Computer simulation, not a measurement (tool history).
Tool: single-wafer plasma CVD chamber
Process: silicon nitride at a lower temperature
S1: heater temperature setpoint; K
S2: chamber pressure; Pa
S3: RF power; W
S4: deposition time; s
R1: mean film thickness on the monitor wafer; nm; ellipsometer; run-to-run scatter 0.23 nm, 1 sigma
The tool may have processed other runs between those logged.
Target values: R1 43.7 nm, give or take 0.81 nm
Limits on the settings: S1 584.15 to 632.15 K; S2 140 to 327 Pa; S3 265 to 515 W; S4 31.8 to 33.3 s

run  hour      S1   S2   S3    S4      R1
  1     0  608.15  233  390  33.3  52.021
  2   3.4  618.15  233  390  33.3  51.866
  3     9  618.15  225  385  33.3  50.495
  4  15.8  618.15  225  405  33.3  52.326
  5  23.2  618.15  217  400  33.3    51.2
  6    28  618.15  217  400  33.3   51.95
  7  32.1  618.15  212  390  33.3  50.181
  8  34.8  618.15  205  385  33.3  49.489
  9  41.4  618.15  199  380  33.3  48.616

Which single option among these 4 for the next run brings every result within its allowed miss of target? Just one does.
  A    48  615.15  195  345  31.8   ?
  B    48  610.15  141  335    33   ?
  C    48  626.15  227  370  31.8   ?
  D    48  614.15  212  400  33.3   ?

move      R1
   A  43.796
   B  40.293
   C  47.537
   D  51.196
A: all results land within tolerance of their targets
B: takes the result that was furthest off past its target
C: moves toward the targets from the last run without getting all of them in spec
D: misses by more than the last run did
Answer: A
